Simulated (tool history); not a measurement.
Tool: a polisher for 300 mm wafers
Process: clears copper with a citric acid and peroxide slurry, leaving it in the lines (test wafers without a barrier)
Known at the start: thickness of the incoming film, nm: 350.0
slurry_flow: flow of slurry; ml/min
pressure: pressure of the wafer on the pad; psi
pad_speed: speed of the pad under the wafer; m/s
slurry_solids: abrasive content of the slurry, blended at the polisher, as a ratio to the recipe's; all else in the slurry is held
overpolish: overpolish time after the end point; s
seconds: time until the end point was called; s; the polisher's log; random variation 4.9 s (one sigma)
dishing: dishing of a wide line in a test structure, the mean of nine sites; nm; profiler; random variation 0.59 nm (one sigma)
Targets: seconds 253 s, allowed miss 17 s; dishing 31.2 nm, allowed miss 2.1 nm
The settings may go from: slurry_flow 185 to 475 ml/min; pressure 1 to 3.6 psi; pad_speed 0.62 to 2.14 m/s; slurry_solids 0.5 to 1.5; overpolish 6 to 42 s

run,hour,slurry_flow,pressure,pad_speed,slurry_solids,overpolish,seconds,dishing
1,0,305,2.3,1.38,1,21,137.11,33.024
2,3.5,305,2.8,1.38,1,21,114.88,38.529
3,9.2,305,2.5,1.38,1,21,131.66,35.404
4,17.1,305,2.5,1.14,1,21,153.8,28.931
5,22.5,305,2.2,1.14,1,21,177.06,26.863
6,30.3,305,2,1.14,1,24,186.72,27.864
7,31.2,305,1.8,1.14,1,27,206.44,27.354
8,36.2,305,1.7,1.14,1,30,214.94,28.388

Which of these 4 next moves meets every target?
A,41.2,320,1.5,1.12,1,38,?,?
B,41.2,265,2,1.14,0.8,28,?,?
C,41.2,250,1.7,1.08,1.15,39,?,?
D,41.2,265,1.4,1.22,0.95,33,?,?

move,seconds,dishing
A,242.47,32.203
B,200.7,29.967
C,223.43,35.443
D,244.87,28.363
A: meets every target
B: further off than the last run
C: nearer than the last run, and not there yet
D: brings the result that was furthest off to its target, and leaves another outside
Answer: A
